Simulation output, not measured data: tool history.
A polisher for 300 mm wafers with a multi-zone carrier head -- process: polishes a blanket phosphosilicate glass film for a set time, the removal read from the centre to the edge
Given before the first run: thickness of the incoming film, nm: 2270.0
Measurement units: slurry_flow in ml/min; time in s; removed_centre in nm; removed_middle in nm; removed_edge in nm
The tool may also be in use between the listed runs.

run,day,slurry_flow,centre_zone,middle_zone,edge_zone,slurry_solids,time,removed_centre,removed_middle,removed_edge
1,0,200,1,1,1,1,73,443.72,448.44,452.95
2,0.342,200,0.96,1,1,1,73,444.06,449.97,449.67
3,0.583,185,0.94,0.97,0.98,0.85,70,355.07,372.01,372.66
4,0.675,175,0.95,0.92,0.94,0.8,70,342.27,326.04,345.3
5,0.917,175,1.01,0.92,0.94,0.8,70,348.54,326.28,342.84
6,0.996,160,0.98,0.9,0.91,0.75,70,322.77,294.6,317.24
7,1.262,155,0.95,0.9,0.89,0.75,70,312.78,301.63,310.55
8,1.562,145,0.93,0.88,0.88,0.75,70,298.97,289.14,307.15
9,1.888,140,0.93,0.87,0.86,0.75,70,300.2,283.56,300.19
10,2.142,125,0.88,0.83,0.81,0.65,70,235.49,230.8,242.14
11,2.375,155,0.89,0.84,0.83,0.65,70,252.14,238.66,257.85
12,2.696,165,0.9,0.86,0.84,0.65,70,263.91,246.47,257.97
13,2.912,160,0.91,0.87,0.86,0.65,70,262.24,246.86,258.77
14,3.017,155,0.92,0.88,0.88,0.65,70,260.81,244.86,263.01
15,3.129,165,0.92,0.89,0.9,0.65,70,264.15,254.56,267.3
16,3.296,165,0.93,0.89,0.91,0.65,70,256.81,250.33,268.48
17,3.379,170,0.94,0.9,0.92,0.65,70,263.31,258.66,270.48
18,3.433,170,0.95,0.9,0.92,0.65,70,271.03,256.76,269.97

What will run 19 give?
19,3.738,170,0.96,0.9,0.93,0.65,70,?,?,?

Run 19 gave removed_centre 273 nm, removed_middle 257.3 nm, removed_edge 269.8 nm.
